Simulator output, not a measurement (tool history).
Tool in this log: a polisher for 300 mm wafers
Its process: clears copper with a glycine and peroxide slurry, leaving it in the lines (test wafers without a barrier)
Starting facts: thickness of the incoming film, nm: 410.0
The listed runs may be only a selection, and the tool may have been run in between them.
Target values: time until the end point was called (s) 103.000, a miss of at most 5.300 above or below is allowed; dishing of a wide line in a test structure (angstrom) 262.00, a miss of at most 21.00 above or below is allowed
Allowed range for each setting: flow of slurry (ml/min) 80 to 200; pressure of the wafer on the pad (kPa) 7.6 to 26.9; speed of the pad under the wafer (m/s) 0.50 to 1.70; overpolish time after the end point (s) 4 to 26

run,hour,flow of slurry (ml/min),pressure of the wafer on the pad (kPa),speed of the pad under the wafer (m/s),overpolish time after the end point (s),time until the end point was called (s),dishing of a wide line in a test structure (angstrom)
1,0.0,130,17.2,1.10,13,85.459,381.34
2,5.6,160,17.2,1.10,13,80.385,425.62
3,13.3,190,17.2,1.10,13,77.761,413.06
4,21.7,190,16.5,1.10,12,79.808,387.24
5,28.7,170,16.5,1.10,12,82.240,372.53
6,33.3,170,20.0,1.10,12,70.741,416.83
7,34.9,170,18.6,1.08,11,75.370,373.08
8,38.1,155,13.8,1.02,9,102.490,238.90

Which of these 5 next moves meets every target?
A,41.3,150,14.5,1.12,7,?,?
B,41.3,175,17.2,0.80,10,?,?
C,41.3,175,12.4,1.14,8,?,?
D,41.3,150,14.5,0.96,7,?,?
E,41.3,130,17.9,0.86,7,?,?

move,time until the end point was called (s),dishing of a wide line in a test structure (angstrom)
A,90.654,212.64
B,99.432,271.90
C,97.477,224.21
D,102.330,190.83
E,97.890,199.43
A: the biggest miss grows against the last run
B: every result lands within tolerance
C: the biggest miss grows against the last run
D: the biggest miss grows against the last run
E: the biggest miss grows against the last run
Go with B: it meets all targets.
